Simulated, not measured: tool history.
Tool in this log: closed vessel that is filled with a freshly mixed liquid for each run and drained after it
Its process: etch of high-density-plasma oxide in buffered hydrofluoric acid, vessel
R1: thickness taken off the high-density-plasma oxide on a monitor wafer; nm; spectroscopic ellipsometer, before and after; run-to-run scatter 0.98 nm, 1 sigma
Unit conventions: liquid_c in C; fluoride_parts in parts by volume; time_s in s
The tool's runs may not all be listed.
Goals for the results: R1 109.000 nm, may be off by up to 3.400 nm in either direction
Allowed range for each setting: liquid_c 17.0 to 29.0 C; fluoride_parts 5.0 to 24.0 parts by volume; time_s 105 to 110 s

run 1 day=0.000 | liquid_c=21.0 fluoride_parts=14.5 time_s=105 | R1=79.877
run 2 day=0.188 | liquid_c=18.5 fluoride_parts=14.5 time_s=105 | R1=69.918
run 3 day=0.208 | liquid_c=19.5 fluoride_parts=14.5 time_s=105 | R1=73.869
run 4 day=0.508 | liquid_c=19.5 fluoride_parts=17.5 time_s=105 | R1=61.424
run 5 day=0.833 | liquid_c=19.5 fluoride_parts=17.5 time_s=105 | R1=61.973
run 6 day=1.046 | liquid_c=19.5 fluoride_parts=17.5 time_s=105 | R1=61.517
run 7 day=1.267 | liquid_c=20.5 fluoride_parts=17.5 time_s=105 | R1=65.081
-- day=1.554 hydrofluoric acid flow meter replaced
run 8 day=1.554 | liquid_c=21.5 fluoride_parts=17.5 time_s=105 | R1=61.745
run 9 day=1.904 | liquid_c=21.5 fluoride_parts=16.5 time_s=105 | R1=65.954
run 10 day=2.042 | liquid_c=25.5 fluoride_parts=14.5 time_s=105 | R1=93.652
run 11 day=2.238 | liquid_c=26.0 fluoride_parts=14.5 time_s=105 | R1=96.057
run 12 day=2.588 | liquid_c=26.5 fluoride_parts=14.5 time_s=105 | R1=98.782

Which single option among these 4 for the next run brings every result within its allowed miss of target? Just one does.
run A day=2.938 | liquid_c=25.5 fluoride_parts=12.0 time_s=110 | R1=?
run B day=2.938 | liquid_c=29.0 fluoride_parts=19.0 time_s=110 | R1=?
run C day=2.938 | liquid_c=25.5 fluoride_parts=16.0 time_s=105 | R1=?
run D day=2.938 | liquid_c=27.0 fluoride_parts=14.0 time_s=110 | R1=?

move=A R1=118.990
move=B R1=91.425
move=C R1=85.670
move=D R1=110.930
A: takes the result that was furthest off past its target
B: the biggest miss grows against the last run
C: the biggest miss grows against the last run
D: every result within its allowed miss
D is the move that brings every result within its allowed miss.

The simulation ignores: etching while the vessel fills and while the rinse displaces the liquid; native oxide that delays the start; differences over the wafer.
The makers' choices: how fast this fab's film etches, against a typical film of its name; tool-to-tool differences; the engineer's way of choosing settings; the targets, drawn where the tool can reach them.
